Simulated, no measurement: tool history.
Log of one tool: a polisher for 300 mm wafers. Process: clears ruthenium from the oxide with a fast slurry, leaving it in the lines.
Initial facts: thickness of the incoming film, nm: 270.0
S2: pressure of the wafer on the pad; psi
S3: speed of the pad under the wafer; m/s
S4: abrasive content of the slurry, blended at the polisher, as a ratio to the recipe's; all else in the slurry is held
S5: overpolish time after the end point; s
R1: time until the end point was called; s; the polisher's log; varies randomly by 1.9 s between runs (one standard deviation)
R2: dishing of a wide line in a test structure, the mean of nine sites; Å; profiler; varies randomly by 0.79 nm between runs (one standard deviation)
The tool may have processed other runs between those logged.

run 1 hour=0.0 | flow_of_slurry_(ml/min)=280 S2=2.0 S3=1.30 S4=1.0 S5=21 | R1=59.458 R2=651.73
run 2 hour=0.9 | flow_of_slurry_(ml/min)=320 S2=2.0 S3=1.30 S4=1.0 S5=21 | R1=55.572 R2=650.07
run 3 hour=2.8 | flow_of_slurry_(ml/min)=320 S2=2.0 S3=1.30 S4=1.2 S5=21 | R1=50.954 R2=734.58
run 4 hour=11.8 | flow_of_slurry_(ml/min)=275 S2=2.0 S3=1.30 S4=1.2 S5=21 | R1=50.736 R2=707.71
run 5 hour=15.3 | flow_of_slurry_(ml/min)=320 S2=2.0 S3=1.30 S4=1.2 S5=21 | R1=48.802 R2=679.32
run 6 hour=22.3 | flow_of_slurry_(ml/min)=310 S2=1.7 S3=1.24 S4=1.2 S5=21 | R1=61.756 R2=615.48
run 7 hour=30.3 | flow_of_slurry_(ml/min)=310 S2=1.7 S3=1.24 S4=1.2 S5=21 | R1=61.706 R2=620.28

Run 8, settings as shown, results not yet in. Your forecast:
run 8 hour=31.2 | flow_of_slurry_(ml/min)=310 S2=1.5 S3=1.22 S4=1.2 S5=20 | R1=? R2=?

Run 8 produced R1 69.160 s, R2 520.43 Å.

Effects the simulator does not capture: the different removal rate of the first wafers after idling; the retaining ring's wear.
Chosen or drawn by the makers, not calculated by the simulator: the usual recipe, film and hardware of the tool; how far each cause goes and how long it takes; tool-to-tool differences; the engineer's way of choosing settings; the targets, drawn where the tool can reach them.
